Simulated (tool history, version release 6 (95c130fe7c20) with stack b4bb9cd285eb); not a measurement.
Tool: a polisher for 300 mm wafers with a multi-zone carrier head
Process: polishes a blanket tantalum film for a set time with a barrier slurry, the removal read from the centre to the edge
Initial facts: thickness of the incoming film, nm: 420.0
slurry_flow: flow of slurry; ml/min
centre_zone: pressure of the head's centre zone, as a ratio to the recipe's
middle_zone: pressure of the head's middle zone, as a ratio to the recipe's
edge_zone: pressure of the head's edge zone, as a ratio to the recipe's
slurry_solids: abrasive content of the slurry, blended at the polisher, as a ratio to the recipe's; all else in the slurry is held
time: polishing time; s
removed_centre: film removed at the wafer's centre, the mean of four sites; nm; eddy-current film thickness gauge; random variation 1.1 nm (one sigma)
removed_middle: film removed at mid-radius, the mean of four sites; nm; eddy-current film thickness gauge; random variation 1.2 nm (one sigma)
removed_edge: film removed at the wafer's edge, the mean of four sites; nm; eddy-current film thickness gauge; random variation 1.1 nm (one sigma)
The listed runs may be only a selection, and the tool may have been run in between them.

| run | day | slurry_flow | centre_zone | middle_zone | edge_zone | slurry_solids | time | removed_centre | removed_middle | removed_edge |
|---|---|---|---|---|---|---|---|---|---|---|
| 1 | 0 | 210 | 1 | 1 | 1 | 1 | 89 | 120.12 | 113.56 | 120.24 |
| 2 | 0.029 | 210 | 1 | 1 | 1 | 1 | 75 | 101.57 | 97.386 | 100.37 |
| 3 | 0.392 | 265 | 1 | 1 | 1 | 1 | 75 | 104.09 | 101.96 | 104.14 |
| 4 | 0.583 | 260 | 1.01 | 1.01 | 0.97 | 0.9 | 73 | 99.558 | 98.096 | 97.3 |
| 5 | 0.625 | 255 | 1.02 | 1.02 | 0.95 | 0.85 | 72 | 96.957 | 94.436 | 92.178 |
| 6 | 0.708 | 250 | 1.02 | 1.03 | 0.93 | 0.8 | 71 | 92.237 | 95.952 | 86.751 |
| 7 | 0.842 | 230 | 1.07 | 0.93 | 0.83 | 0.6 | 67 | 85.773 | 72.197 | 72.473 |
| 8 | 0.871 | 235 | 1.07 | 0.95 | 0.83 | 0.6 | 67 | 86.09 | 74.458 | 72.602 |
| 9 | 1.05 | 240 | 1.07 | 0.96 | 0.83 | 0.6 | 67 | 85.925 | 74.415 | 72.337 |

Run 10, settings as shown, results not yet in. Your forecast:
| 10 | 1.275 | 240 | 1.07 | 0.98 | 0.83 | 0.6 | 67 | ? | ? | ? |

{"run 10": {"removed_centre": 86.684, "removed_middle": 77.174, "removed_edge": 72.487}}
